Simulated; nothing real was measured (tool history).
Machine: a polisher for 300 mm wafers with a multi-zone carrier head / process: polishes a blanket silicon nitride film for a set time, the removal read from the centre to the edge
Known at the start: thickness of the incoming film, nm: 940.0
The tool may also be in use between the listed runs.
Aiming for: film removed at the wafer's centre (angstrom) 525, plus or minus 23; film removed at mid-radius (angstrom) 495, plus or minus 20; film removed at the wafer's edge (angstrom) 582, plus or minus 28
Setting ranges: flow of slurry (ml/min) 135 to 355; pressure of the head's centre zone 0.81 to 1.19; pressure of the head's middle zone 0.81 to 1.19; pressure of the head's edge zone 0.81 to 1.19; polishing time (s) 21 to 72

run    day  flow of slurry (ml/min)  pressure of the head's centre zone  pressure of the head's middle zone  pressure of the head's edge zone  polishing time (s)  film removed at the wafer's centre (angstrom)  film removed at mid-radius (angstrom)  film removed at the wafer's edge (angstrom)
  1      0                      225                                   1                                   1                                 1                  46                                         1025.7                                 955.71                                         1042
  2  0.142                      225                                   1                                   1                              1.05                  46                                         980.74                                 972.42                                       1058.4
  3  0.262                      225                                1.05                                   1                              1.05                  46                                         1067.3                                 977.56                                       1052.2
  4  0.588                      215                                1.02                                0.99                              1.03                  41                                         892.86                                 851.77                                       913.98
  5  0.658                      215                                1.02                                0.93                              1.03                  41                                         887.86                                 803.68                                       917.61
  6  0.779                      210                                   1                                0.92                              1.01                  38                                         810.13                                 739.06                                       848.01
  7  1.067                      205                                0.98                                0.91                                 1                  35                                         739.32                                 677.65                                       775.28
  8  1.112                      200                                0.96                                 0.9                              0.99                  33                                         681.22                                 633.13                                       711.99
  9  1.175                      195                                0.94                                0.88                              0.99                  32                                         637.95                                 615.82                                       705.61
 10  1.338                      190                                0.94                                0.87                              0.98                  31                                          614.4                                 591.97                                       664.58
 11  1.358                      170                                0.91                                0.81                                 1                  25                                         473.56                                 445.13                                       530.81
 12    1.7                      180                                0.91                                0.82                                 1                  25                                         482.79                                 448.34                                       557.61
 13  1.758                      185                                0.91                                0.83                              0.99                  25                                         480.78                                 450.82                                       538.69
 14  2.029                      185                                0.92                                0.84                                 1                  25                                         487.71                                 453.45                                       548.51
 15  2.292                      190                                0.92                                0.85                                 1                  25                                         480.89                                 467.05                                       550.47
 16   2.45                      195                                0.93                                0.85                                 1                  25                                         497.66                                 460.34                                       550.66
 17  2.471                      195                                0.93                                0.86                                 1                  25                                         487.35                                 464.07                                       554.25
 18  2.667                      225                                0.98                                 0.9                              1.03                  26                                         559.18                                 520.96                                       582.57

Of the 5 settings listed for the next run, only one would bring every result within its allowed miss of target. Which one?
  A  2.862                      240                                0.93                                0.86                              1.03                  26                                              ?                                      ?                                            ?
  B  2.862                      210                                1.01                                0.88                              1.06                  28                                              ?                                      ?                                            ?
  C  2.862                      250                                0.87                                1.01                              0.97                  27                                              ?                                      ?                                            ?
  D  2.862                      200                                0.84                                1.01                              1.08                  27                                              ?                                      ?                                            ?
  E  2.862                      260                                1.05                                0.99                              1.02                  26                                              ?                                      ?                                            ?

move  film removed at the wafer's centre (angstrom)  film removed at mid-radius (angstrom)  film removed at the wafer's edge (angstrom)
   A                                         521.27                                 495.53                                       591.33
   B                                         593.67                                 530.55                                       635.98
   C                                         512.21                                 570.14                                       599.46
   D                                         478.58                                 552.33                                       614.26
   E                                         590.72                                 544.34                                       592.44
A: every result lands within tolerance
B: the biggest miss grows against the last run
C: the furthest-off result lands on target, but another misses its tolerance
D: the result that was furthest off in the last run now lies on the other side of its target
E: the biggest miss grows against the last run
A meets every target.
